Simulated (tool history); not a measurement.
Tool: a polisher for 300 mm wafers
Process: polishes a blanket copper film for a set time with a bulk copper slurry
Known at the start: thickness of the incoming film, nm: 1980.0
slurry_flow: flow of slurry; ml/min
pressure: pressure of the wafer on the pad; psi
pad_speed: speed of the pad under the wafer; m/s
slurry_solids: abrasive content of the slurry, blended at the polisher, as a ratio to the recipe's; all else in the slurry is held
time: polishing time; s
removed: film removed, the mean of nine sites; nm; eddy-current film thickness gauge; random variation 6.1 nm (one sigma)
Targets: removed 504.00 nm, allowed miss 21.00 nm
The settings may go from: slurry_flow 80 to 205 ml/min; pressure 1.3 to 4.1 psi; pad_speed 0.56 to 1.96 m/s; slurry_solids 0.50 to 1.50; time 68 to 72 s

run	day	slurry_flow	pressure	pad_speed	slurry_solids	time	removed
1	0.000	135	2.7	1.26	1.00	68	612.96
2	0.092	135	2.6	1.26	1.00	68	585.08
3	0.208	135	2.6	1.56	1.00	68	716.90
4	0.288	135	2.6	1.68	1.00	68	764.98
5	0.338	135	2.4	1.68	1.00	68	693.21
6	0.575	135	2.0	1.68	1.00	68	589.94
7	0.700	135	1.9	1.68	1.00	68	552.41
8	1.067	130	1.8	1.68	1.00	68	532.99
# day 1.404: head pressure recalibrated
9	1.404	130	1.7	1.68	1.00	68	557.97
10	1.579	130	1.7	1.68	1.00	68	549.40

Which of these 5 next moves meets every target?
A	1.754	135	1.9	1.44	0.85	70	?
B	1.754	130	1.8	1.56	0.95	70	?
C	1.754	150	1.7	1.54	0.85	68	?
D	1.754	105	1.7	1.78	0.90	72	?
E	1.754	135	1.7	1.64	0.90	72	?

move	removed
A	537.50
B	561.05
C	506.46
D	578.44
E	565.64
A: nearer than the last run, and not there yet
B: further off than the last run
C: meets every target
D: further off than the last run
E: further off than the last run
Answer: C
